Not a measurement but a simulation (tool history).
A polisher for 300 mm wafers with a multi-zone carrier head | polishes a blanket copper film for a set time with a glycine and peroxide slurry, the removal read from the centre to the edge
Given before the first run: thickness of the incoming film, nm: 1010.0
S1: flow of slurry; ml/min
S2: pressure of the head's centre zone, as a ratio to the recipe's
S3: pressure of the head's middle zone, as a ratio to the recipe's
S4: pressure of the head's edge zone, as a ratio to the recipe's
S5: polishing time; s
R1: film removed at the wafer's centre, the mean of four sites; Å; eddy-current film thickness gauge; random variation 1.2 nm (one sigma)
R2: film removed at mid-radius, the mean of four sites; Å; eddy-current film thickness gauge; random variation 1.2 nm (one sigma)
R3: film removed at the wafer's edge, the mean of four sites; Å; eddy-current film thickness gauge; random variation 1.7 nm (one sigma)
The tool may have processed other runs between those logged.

| run | hour | S1 | S2 | S3 | S4 | S5 | R1 | R2 | R3 |
|---|---|---|---|---|---|---|---|---|---|
| 1 | 0 | 290 | 1 | 1 | 1 | 37 | 1828.8 | 1875 | 1952.5 |
| 2 | 2.6 | 290 | 1 | 0.96 | 1 | 37 | 1835.1 | 1809.3 | 1890.7 |
| 3 | 10.4 | 290 | 0.98 | 0.94 | 0.98 | 35 | 1692.1 | 1660.1 | 1805.3 |
| 4 | 19.1 | 315 | 0.98 | 0.94 | 0.98 | 35 | 1716.3 | 1647.9 | 1764.6 |
| 5 | 20.2 | 315 | 0.98 | 0.94 | 0.91 | 35 | 1673.8 | 1644.2 | 1781.4 |
| 6 | 24.3 | 320 | 0.98 | 0.95 | 0.91 | 32 | 1562.6 | 1549.7 | 1615.1 |
| 7 | 31.4 | 320 | 0.97 | 0.95 | 0.91 | 30 | 1452.3 | 1435.9 | 1463.4 |
| 8 | 32.7 | 315 | 0.95 | 0.94 | 0.91 | 29 | 1368.3 | 1377.3 | 1429.6 |
| 9 | 38.7 | 315 | 0.94 | 0.94 | 0.91 | 28 | 1339.5 | 1359.4 | 1430.7 |
| 10 | 40.6 | 305 | 0.91 | 0.96 | 0.83 | 18 | 821.9 | 886 | 881.84 |

Predict the results of run 11:
| 11 | 41.9 | 315 | 0.91 | 0.96 | 0.85 | 18 | ? | ? | ? |

Run 11 gave R1 817.26 Å, R2 865.61 Å, R3 862 Å.
